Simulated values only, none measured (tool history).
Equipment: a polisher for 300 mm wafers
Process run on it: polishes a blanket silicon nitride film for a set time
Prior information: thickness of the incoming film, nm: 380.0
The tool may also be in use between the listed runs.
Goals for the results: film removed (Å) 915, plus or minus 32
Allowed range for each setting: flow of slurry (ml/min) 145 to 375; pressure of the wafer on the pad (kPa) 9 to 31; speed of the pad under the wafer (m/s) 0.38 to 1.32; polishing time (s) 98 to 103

| run | day | flow of slurry (ml/min) | pressure of the wafer on the pad (kPa) | speed of the pad under the wafer (m/s) | polishing time (s) | film removed (Å) |
|---|---|---|---|---|---|---|
| 1 | 0 | 240 | 20 | 0.84 | 98 | 1316.2 |
| 2 | 0.262 | 240 | 17.9 | 0.84 | 98 | 1191.9 |
| 3 | 0.412 | 240 | 15.9 | 0.84 | 98 | 1081.7 |
| 4 | 0.771 | 240 | 14.5 | 0.84 | 98 | 963.6 |
| 5 | 0.988 | 240 | 14.5 | 0.98 | 98 | 1081 |
| 6 | 1.308 | 240 | 14.5 | 0.98 | 98 | 1078.7 |
| 7 | 1.583 | 235 | 11 | 0.98 | 98 | 855.72 |
| 8 | 1.717 | 240 | 11 | 0.98 | 98 | 854.02 |

Next run, 4 choices. One meets every target within its allowed miss, the rest don't. Which?
| A | 1.85 | 225 | 13.1 | 0.86 | 100 | ? |
| B | 1.85 | 250 | 11 | 0.92 | 101 | ? |
| C | 1.85 | 255 | 13.8 | 0.68 | 103 | ? |
| D | 1.85 | 210 | 10.3 | 1.04 | 98 | ? |

| move | film removed (Å) |
|---|---|
| A | 918.1 |
| B | 844.38 |
| C | 848.3 |
| D | 829.18 |
A: meets every target
B: further off than the last run
C: further off than the last run
D: further off than the last run
A meets every target.
